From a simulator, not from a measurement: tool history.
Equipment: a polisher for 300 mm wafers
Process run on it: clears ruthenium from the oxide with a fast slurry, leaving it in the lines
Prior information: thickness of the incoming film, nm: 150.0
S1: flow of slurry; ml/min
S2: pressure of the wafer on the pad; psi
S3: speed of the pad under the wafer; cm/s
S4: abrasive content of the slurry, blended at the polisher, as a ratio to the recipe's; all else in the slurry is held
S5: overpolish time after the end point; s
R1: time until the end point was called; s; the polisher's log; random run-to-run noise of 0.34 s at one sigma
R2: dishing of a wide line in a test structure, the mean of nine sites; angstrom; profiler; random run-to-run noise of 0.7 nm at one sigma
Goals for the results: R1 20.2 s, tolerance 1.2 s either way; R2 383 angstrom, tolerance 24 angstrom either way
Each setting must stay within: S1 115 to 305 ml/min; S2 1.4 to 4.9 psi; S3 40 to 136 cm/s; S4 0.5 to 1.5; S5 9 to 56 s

run  hour   S1   S2   S3    S4  S5      R1      R2
  1     0  195  3.1   88     1  29  30.399  407.36
  2   2.3  195  3.2   88     1  27  30.471  421.46
  3     3  200  3.1   94  1.05  25  28.429  412.94
  4  11.2  200  3.1   98  1.05  23  27.372  408.55
  5  16.6  200  3.1   98  0.85  23  28.979  403.88
  6  20.6  200  3.2  100   0.8  21   28.97  391.28
  7  21.5  200  3.3  100   0.8  20  28.341  402.75
  8  30.3  200  3.3  104   0.8  19  27.754  386.78
  9  31.1  200  3.4  104   0.8  18  26.134  392.82
 10  34.3  200  3.5  104   0.8  17   26.51  369.46
 11  39.2  200  3.6  106   0.8  18  24.843  399.03
 12  44.3  200  3.7  106   0.8  17  23.306  393.31
 13  48.4  200  3.8  106   0.8  16  23.285  386.57
 14  56.5  200  3.9  106   0.8  16  23.783  381.02
 15  61.4  200    4  106   0.8  16  21.997  412.37
 16  66.4  200    4  108   0.8  15  21.893  390.39

Exactly one of the 4 candidate moves below puts every result within its allowed miss. Which one?
  A  71.4  200  4.1   98  0.75  32   ?   ?
  B  71.4  200  3.9  104   0.7  18   ?   ?
  C  71.4  180    4   94   0.9  17   ?   ?
  D  71.4  190  4.9  104   0.7  12   ?   ?

move      R1      R2
   A  24.151  445.25
   B  24.351  407.09
   C  24.471  400.35
   D  20.144  381.51
A: the biggest miss grows against the last run
B: the biggest miss grows against the last run
C: the biggest miss grows against the last run
D: hits every target within its allowed miss
The move that meets every target is D.
